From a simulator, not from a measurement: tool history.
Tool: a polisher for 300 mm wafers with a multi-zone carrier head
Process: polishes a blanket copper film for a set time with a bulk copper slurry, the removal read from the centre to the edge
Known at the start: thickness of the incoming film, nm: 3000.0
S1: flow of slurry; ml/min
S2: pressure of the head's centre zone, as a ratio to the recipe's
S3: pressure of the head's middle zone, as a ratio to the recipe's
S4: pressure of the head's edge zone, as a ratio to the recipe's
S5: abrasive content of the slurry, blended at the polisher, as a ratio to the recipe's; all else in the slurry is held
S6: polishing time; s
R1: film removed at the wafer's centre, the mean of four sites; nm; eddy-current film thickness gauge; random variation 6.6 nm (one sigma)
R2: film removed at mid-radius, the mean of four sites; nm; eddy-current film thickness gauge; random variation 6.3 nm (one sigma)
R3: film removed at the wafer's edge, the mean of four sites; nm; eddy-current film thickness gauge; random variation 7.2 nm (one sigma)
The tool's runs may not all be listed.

| run | hour | S1 | S2 | S3 | S4 | S5 | S6 | R1 | R2 | R3 |
|---|---|---|---|---|---|---|---|---|---|---|
| 1 | 0.0 | 180 | 1.00 | 1.00 | 1.00 | 1.00 | 48 | 371.36 | 384.54 | 371.76 |
| 2 | 1.4 | 180 | 1.00 | 1.00 | 1.00 | 1.00 | 52 | 407.00 | 405.61 | 411.50 |
| 3 | 3.7 | 190 | 1.04 | 1.01 | 1.02 | 1.15 | 53 | 453.34 | 447.41 | 433.50 |
| 4 | 6.3 | 190 | 1.04 | 1.01 | 1.02 | 1.25 | 53 | 460.66 | 450.76 | 446.89 |
| 5 | 12.3 | 210 | 1.04 | 1.01 | 1.02 | 1.25 | 53 | 467.54 | 455.62 | 448.60 |
| 6 | 14.7 | 210 | 1.04 | 1.01 | 1.02 | 1.40 | 53 | 472.97 | 458.36 | 454.86 |
| 7 | 17.5 | 210 | 1.07 | 1.01 | 1.05 | 1.45 | 54 | 511.58 | 479.09 | 475.95 |
| 8 | 21.5 | 210 | 1.08 | 1.00 | 1.07 | 1.45 | 55 | 524.08 | 477.85 | 496.83 |

Forecast run 9:
| 9 | 30.2 | 215 | 1.10 | 1.01 | 1.09 | 1.45 | 56 | ? | ? | ? |

{"run 9": {"R1": 535.11, "R2": 494.02, "R3": 503.4}}
